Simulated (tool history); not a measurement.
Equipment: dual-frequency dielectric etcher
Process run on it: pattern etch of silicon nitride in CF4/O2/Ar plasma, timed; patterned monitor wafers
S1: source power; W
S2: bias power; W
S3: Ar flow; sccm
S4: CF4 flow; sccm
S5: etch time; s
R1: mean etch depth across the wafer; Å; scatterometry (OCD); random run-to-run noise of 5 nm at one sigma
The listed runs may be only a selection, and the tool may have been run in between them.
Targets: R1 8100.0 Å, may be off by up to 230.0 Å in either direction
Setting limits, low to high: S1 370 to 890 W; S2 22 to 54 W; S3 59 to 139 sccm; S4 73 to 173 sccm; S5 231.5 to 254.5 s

run,hour,S1,S2,S3,S4,S5,R1
1,0.0,630,38,99,123,254.5,5516.6
2,1.4,680,38,99,123,254.5,5944.9
3,6.4,680,38,99,123,231.5,5476.9
4,12.7,680,34,99,123,231.5,5137.4
5,15.9,700,35,98,124,232.0,5450.6
6,16.6,700,41,98,124,232.0,5847.0
7,20.4,720,42,98,125,232.5,6128.9
# hour 24.7: CF4 flow controller replaced
8,24.7,850,46,95,128,235.0,7765.0

Which of these 5 next moves meets every target?
A,29.0,890,46,90,133,246.5,?
B,29.0,780,54,78,142,254.5,?
C,29.0,890,43,92,170,254.5,?
D,29.0,780,46,88,162,254.5,?
E,29.0,820,49,105,109,231.5,?

move,R1
A,8659.0
B,8638.4
C,8871.0
D,8005.2
E,7364.8
A: takes the biggest miss from the last run beyond its target
B: takes the biggest miss from the last run beyond its target
C: takes the biggest miss from the last run beyond its target
D: all results land within tolerance of their targets
E: moves away from the targets compared with the last run
The move that meets every target is D.
